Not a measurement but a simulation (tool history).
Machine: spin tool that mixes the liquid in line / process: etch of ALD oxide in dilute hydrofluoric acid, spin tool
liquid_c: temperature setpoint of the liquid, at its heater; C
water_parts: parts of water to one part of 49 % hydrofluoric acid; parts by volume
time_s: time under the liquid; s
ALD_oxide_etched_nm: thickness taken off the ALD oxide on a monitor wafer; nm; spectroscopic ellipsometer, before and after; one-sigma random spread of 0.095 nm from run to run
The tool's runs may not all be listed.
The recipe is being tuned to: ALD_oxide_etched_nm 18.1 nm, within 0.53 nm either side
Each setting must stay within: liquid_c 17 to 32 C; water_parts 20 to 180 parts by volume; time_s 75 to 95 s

| run | hour | liquid_c | water_parts | time_s | ALD_oxide_etched_nm |
|---|---|---|---|---|---|
| 1 | 0 | 24 | 100 | 95 | 13.208 |
| 2 | 6.8 | 24 | 125 | 95 | 10.289 |
| 3 | 9.3 | 25 | 125 | 95 | 10.703 |
| 4 | 15.1 | 25 | 110 | 95 | 12.344 |
| 5 | 17.4 | 25 | 140 | 95 | 9.3157 |
| 6 | 18.5 | 23 | 140 | 95 | 8.6986 |
| 7 | 19.5 | 24.5 | 130 | 95 | 10.03 |
| 8 | 27.7 | 26 | 120 | 95 | 11.652 |
| 9 | 31.9 | 27 | 115 | 95 | 12.632 |
| 10 | 39.1 | 28 | 110 | 95 | 13.981 |

Pick the move, out of 4, that brings all results within their allowed miss; only one does.
| A | 46.3 | 27.5 | 90 | 95 | ? |
| B | 46.3 | 29 | 75 | 90 | ? |
| C | 46.3 | 30 | 100 | 90 | ? |
| D | 46.3 | 27 | 80 | 90 | ? |

| move | ALD_oxide_etched_nm |
|---|---|
| A | 17.102 |
| B | 21.039 |
| C | 15.818 |
| D | 18.12 |
A: an improvement on the last run, though not all results are within tolerance
B: the result that was furthest off in the last run now lies on the other side of its target
C: an improvement on the last run, though not all results are within tolerance
D: every result within its allowed miss
Go with D: it meets all targets.
